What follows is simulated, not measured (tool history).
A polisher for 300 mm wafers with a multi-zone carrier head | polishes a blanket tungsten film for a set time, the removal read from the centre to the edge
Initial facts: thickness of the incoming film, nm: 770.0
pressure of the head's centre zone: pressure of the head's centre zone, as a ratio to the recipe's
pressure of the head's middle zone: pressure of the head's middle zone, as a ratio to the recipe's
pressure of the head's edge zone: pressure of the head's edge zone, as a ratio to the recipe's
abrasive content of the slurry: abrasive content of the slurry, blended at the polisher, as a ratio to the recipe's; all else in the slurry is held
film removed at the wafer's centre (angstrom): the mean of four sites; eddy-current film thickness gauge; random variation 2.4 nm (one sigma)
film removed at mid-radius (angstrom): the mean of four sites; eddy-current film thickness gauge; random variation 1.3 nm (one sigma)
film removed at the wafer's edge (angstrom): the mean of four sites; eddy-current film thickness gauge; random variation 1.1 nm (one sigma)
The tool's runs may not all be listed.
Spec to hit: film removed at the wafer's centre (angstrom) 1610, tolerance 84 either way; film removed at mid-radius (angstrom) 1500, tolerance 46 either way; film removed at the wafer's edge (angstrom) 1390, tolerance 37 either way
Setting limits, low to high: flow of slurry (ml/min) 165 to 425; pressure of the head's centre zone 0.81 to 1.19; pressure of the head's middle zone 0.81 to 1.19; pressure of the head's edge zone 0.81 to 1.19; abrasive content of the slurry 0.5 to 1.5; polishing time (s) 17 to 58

run  hour  flow of slurry (ml/min)  pressure of the head's centre zone  pressure of the head's middle zone  pressure of the head's edge zone  abrasive content of the slurry  polishing time (s)  film removed at the wafer's centre (angstrom)  film removed at mid-radius (angstrom)  film removed at the wafer's edge (angstrom)
  1     0                      275                                   1                                   1                                 1                               1                  37                                         1972.3                                 1972.4                                       2025.2
  2   6.3                      275                                   1                                   1                                 1                               1                  41                                         2153.5                                 2171.2                                       2214.9
  3   8.4                      275                                   1                                0.94                                 1                               1                  41                                         2143.1                                 2043.3                                       2265.5
  4   9.4                      275                                1.02                                0.96                              0.96                            0.85                  38                                         1949.6                                 1907.6                                       1954.7
  5  12.8                      225                                1.02                                0.96                              0.96                            0.85                  38                                         1854.6                                 1843.8                                       1922.9
  6  15.5                      225                                1.06                                0.96                              0.96                            0.85                  38                                         1993.9                                 1827.9                                         1939
  7    20                      255                                 1.1                                1.06                              0.86                             0.6                  29                                         1508.5                                   1403                                       1305.2
  8  24.1                      285                                1.14                                1.11                              0.94                             0.7                  29                                         1634.3                                 1535.7                                       1436.3

Of the 5 settings listed for the next run, only one would bring every result within its allowed miss of target. Which one?
  A  28.2                      295                                1.11                                1.08                              0.94                            0.75                  30                                              ?                                      ?                                            ?
  B  28.2                      270                                1.06                                1.03                              1.03                            1.05                  27                                              ?                                      ?                                            ?
  C  28.2                      285                                1.19                                1.18                              0.87                            0.65                  30                                              ?                                      ?                                            ?
  D  28.2                      290                                1.06                                1.09                              0.93                             0.8                  29                                              ?                                      ?                                            ?
  E  28.2                      310                                1.16                                1.11                              0.94                             0.6                  29                                              ?                                      ?                                            ?

move  film removed at the wafer's centre (angstrom)  film removed at mid-radius (angstrom)  film removed at the wafer's edge (angstrom)
   A                                         1685.7                                 1585.4                                       1492.8
   B                                         1535.1                                   1464                                       1495.8
   C                                         1748.2                                 1635.8                                         1393
   D                                         1572.8                                 1560.7                                       1452.7
   E                                         1639.9                                 1503.6                                       1385.3
A: further off than the last run
B: further off than the last run
C: corrects the largest miss of the last run, while another result sits out of spec
D: further off than the last run
E: in spec on every target
The move that meets every target is E.
